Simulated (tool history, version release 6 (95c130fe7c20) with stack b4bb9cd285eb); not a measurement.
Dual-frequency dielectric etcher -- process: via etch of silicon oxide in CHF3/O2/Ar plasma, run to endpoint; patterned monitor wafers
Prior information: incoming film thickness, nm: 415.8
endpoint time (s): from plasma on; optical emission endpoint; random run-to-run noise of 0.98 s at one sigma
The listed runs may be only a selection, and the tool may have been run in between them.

run 1 hour=0.0 | source_power_(kW)=0.530 bias_power_(kW)=0.196 | endpoint_time_(s)=224.10
run 2 hour=7.8 | source_power_(kW)=0.530 bias_power_(kW)=0.224 | endpoint_time_(s)=215.24
run 3 hour=15.6 | source_power_(kW)=0.540 bias_power_(kW)=0.225 | endpoint_time_(s)=214.79
run 4 hour=21.4 | source_power_(kW)=0.460 bias_power_(kW)=0.225 | endpoint_time_(s)=220.83
run 5 hour=30.0 | source_power_(kW)=0.420 bias_power_(kW)=0.225 | endpoint_time_(s)=227.40
run 6 hour=38.0 | source_power_(kW)=0.440 bias_power_(kW)=0.227 | endpoint_time_(s)=223.82
run 7 hour=45.0 | source_power_(kW)=0.450 bias_power_(kW)=0.229 | endpoint_time_(s)=223.46
run 8 hour=50.5 | source_power_(kW)=0.460 bias_power_(kW)=0.231 | endpoint_time_(s)=220.46
run 9 hour=58.2 | source_power_(kW)=0.470 bias_power_(kW)=0.232 | endpoint_time_(s)=216.61
run 10 hour=60.5 | source_power_(kW)=0.480 bias_power_(kW)=0.233 | endpoint_time_(s)=216.51
run 11 hour=64.0 | source_power_(kW)=0.490 bias_power_(kW)=0.234 | endpoint_time_(s)=217.47
run 12 hour=66.0 | source_power_(kW)=0.500 bias_power_(kW)=0.236 | endpoint_time_(s)=216.38

Run 13, settings as shown, results not yet in. Your forecast:
run 13 hour=71.9 | source_power_(kW)=0.510 bias_power_(kW)=0.238 | endpoint_time_(s)=?

Run 13 gave endpoint time (s) 213.83.
